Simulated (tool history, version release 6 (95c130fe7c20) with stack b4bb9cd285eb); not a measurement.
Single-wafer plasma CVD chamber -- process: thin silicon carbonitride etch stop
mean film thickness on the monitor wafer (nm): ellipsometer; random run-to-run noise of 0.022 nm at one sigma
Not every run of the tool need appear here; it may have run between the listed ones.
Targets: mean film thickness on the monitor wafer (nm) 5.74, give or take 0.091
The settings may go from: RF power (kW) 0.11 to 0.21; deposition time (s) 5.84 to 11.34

run  hour  RF power (kW)  deposition time (s)  mean film thickness on the monitor wafer (nm)
  1     0           0.16                 8.59                                         4.8171
  2   4.5           0.16                 9.36                                         5.2456
  3   6.3          0.165                  9.4                                         5.2628
  4    14           0.17                  9.5                                          5.396
  5  15.6           0.17                10.71                                         6.0497
  6  21.7          0.165                10.68                                         6.0145
  7  27.5           0.16                10.65                                          5.973
  8  34.9           0.16                10.62                                         5.9697
  9  35.8           0.16                10.58                                         5.9202
 10  44.1           0.16                10.56                                          5.928

5 candidate next runs follow, results not yet known. Just one meets every target within its allowed miss. Identify it.
  A  52.4           0.16                 10.7                                              ?
  B  52.4          0.175                10.03                                              ?
  C  52.4           0.13                10.25                                              ?
  D  52.4           0.15                 9.94                                              ?
  E  52.4          0.155                 11.2                                              ?

move  mean film thickness on the monitor wafer (nm)
   A                                         6.0131
   B                                         5.7335
   C                                         5.5491
   D                                         5.5197
   E                                          6.257
A: further off than the last run
B: each result inside its tolerance
C: carries the result that was furthest off beyond its target, to the other side
D: carries the result that was furthest off beyond its target, to the other side
E: further off than the last run
B meets every target.
